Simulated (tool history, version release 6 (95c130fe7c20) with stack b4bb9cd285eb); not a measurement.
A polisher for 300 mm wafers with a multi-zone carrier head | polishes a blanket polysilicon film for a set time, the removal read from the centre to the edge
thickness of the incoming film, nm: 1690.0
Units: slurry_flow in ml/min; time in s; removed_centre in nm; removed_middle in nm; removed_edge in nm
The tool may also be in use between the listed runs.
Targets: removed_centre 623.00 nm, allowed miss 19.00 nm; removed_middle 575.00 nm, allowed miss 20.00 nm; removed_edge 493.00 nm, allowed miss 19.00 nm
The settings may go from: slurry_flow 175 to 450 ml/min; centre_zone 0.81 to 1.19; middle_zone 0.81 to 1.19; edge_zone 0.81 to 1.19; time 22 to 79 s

run 1 hour=0.0 | slurry_flow=290 centre_zone=1.00 middle_zone=1.00 edge_zone=1.00 time=50 | removed_centre=594.20 removed_middle=587.54 removed_edge=587.98
run 2 hour=7.5 | slurry_flow=320 centre_zone=1.00 middle_zone=1.00 edge_zone=1.00 time=50 | removed_centre=601.32 removed_middle=588.25 removed_edge=604.56
run 3 hour=10.6 | slurry_flow=285 centre_zone=1.03 middle_zone=1.01 edge_zone=0.94 time=49 | removed_centre=602.95 removed_middle=602.07 removed_edge=562.51
run 4 hour=16.3 | slurry_flow=285 centre_zone=1.03 middle_zone=1.01 edge_zone=0.94 time=61 | removed_centre=756.51 removed_middle=726.78 removed_edge=712.12
run 5 hour=21.1 | slurry_flow=285 centre_zone=1.03 middle_zone=1.05 edge_zone=0.94 time=61 | removed_centre=758.42 removed_middle=756.51 removed_edge=722.30
run 6 hour=26.7 | slurry_flow=285 centre_zone=1.03 middle_zone=1.05 edge_zone=0.94 time=56 | removed_centre=700.31 removed_middle=701.94 removed_edge=646.68
run 7 hour=32.4 | slurry_flow=270 centre_zone=1.06 middle_zone=1.02 edge_zone=0.90 time=53 | removed_centre=671.75 removed_middle=654.82 removed_edge=600.34
run 8 hour=40.7 | slurry_flow=260 centre_zone=1.09 middle_zone=1.01 edge_zone=0.87 time=50 | removed_centre=651.00 removed_middle=603.68 removed_edge=570.16
run 9 hour=42.0 | slurry_flow=260 centre_zone=1.12 middle_zone=1.03 edge_zone=0.85 time=48 | removed_centre=638.71 removed_middle=590.95 removed_edge=527.57

Which of these 5 next moves meets every target?
run A hour=43.3 | slurry_flow=250 centre_zone=1.04 middle_zone=0.92 edge_zone=0.93 time=48 | removed_centre=? removed_middle=? removed_edge=?
run B hour=43.3 | slurry_flow=290 centre_zone=1.15 middle_zone=1.16 edge_zone=0.81 time=46 | removed_centre=? removed_middle=? removed_edge=?
run C hour=43.3 | slurry_flow=275 centre_zone=1.08 middle_zone=0.99 edge_zone=0.88 time=49 | removed_centre=? removed_middle=? removed_edge=?
run D hour=43.3 | slurry_flow=235 centre_zone=0.95 middle_zone=1.07 edge_zone=0.84 time=50 | removed_centre=? removed_middle=? removed_edge=?
run E hour=43.3 | slurry_flow=295 centre_zone=1.16 middle_zone=1.10 edge_zone=0.88 time=44 | removed_centre=? removed_middle=? removed_edge=?

move=A removed_centre=600.86 removed_middle=533.35 removed_edge=561.33
move=B removed_centre=644.73 removed_middle=627.62 removed_edge=510.13
move=C removed_centre=641.63 removed_middle=582.29 removed_edge=561.87
move=D removed_centre=569.49 removed_middle=628.97 removed_edge=557.78
move=E removed_centre=622.55 removed_middle=574.05 removed_edge=505.43
A: further off than the last run
B: brings the result that was furthest off to its target, and leaves another outside
C: further off than the last run
D: further off than the last run
E: meets every target
The right move is E.
